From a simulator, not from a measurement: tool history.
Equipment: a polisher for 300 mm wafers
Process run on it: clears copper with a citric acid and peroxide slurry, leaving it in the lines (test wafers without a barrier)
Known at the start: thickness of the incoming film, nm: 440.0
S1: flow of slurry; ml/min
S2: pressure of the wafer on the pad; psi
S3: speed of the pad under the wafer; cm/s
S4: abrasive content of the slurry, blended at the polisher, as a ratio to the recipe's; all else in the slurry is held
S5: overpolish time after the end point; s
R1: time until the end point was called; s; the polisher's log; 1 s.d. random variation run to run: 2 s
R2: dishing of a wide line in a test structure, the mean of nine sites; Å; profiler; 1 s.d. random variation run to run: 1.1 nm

Run 1, day 0.000: S1 260 ml/min, S2 3.7 psi, S3 114 cm/s, S4 1.0, S5 11 s. Result: R1 124.25 s, R2 294.44 Å.
Run 2, day 0.150: S1 260 ml/min, S2 3.7 psi, S3 114 cm/s, S4 1.2, S5 11 s. Result: R1 121.54 s, R2 296.00 Å.
Run 3, day 0.462: S1 260 ml/min, S2 2.8 psi, S3 114 cm/s, S4 1.2, S5 11 s. Result: R1 160.89 s, R2 229.17 Å.
Run 4, day 0.708: S1 310 ml/min, S2 2.8 psi, S3 114 cm/s, S4 1.2, S5 11 s. Result: R1 157.22 s, R2 239.86 Å.
Run 5, day 0.754: S1 310 ml/min, S2 2.9 psi, S3 114 cm/s, S4 1.2, S5 12 s. Result: R1 149.78 s, R2 263.25 Å.
Run 6, day 1.025: S1 310 ml/min, S2 3.0 psi, S3 114 cm/s, S4 1.2, S5 13 s. Result: R1 150.40 s, R2 297.98 Å.
Run 7, day 1.312: S1 310 ml/min, S2 3.0 psi, S3 114 cm/s, S4 1.2, S5 13 s. Result: R1 143.48 s, R2 292.20 Å.

Run 8 has not been measured yet. What should we expect?
Run 8, day 1.558: S1 310 ml/min, S2 3.1 psi, S3 114 cm/s, S4 1.2, S5 14 s. Result: R1 ?, R2 ?.

R1: 144.40 s
R2: 321.03 Å
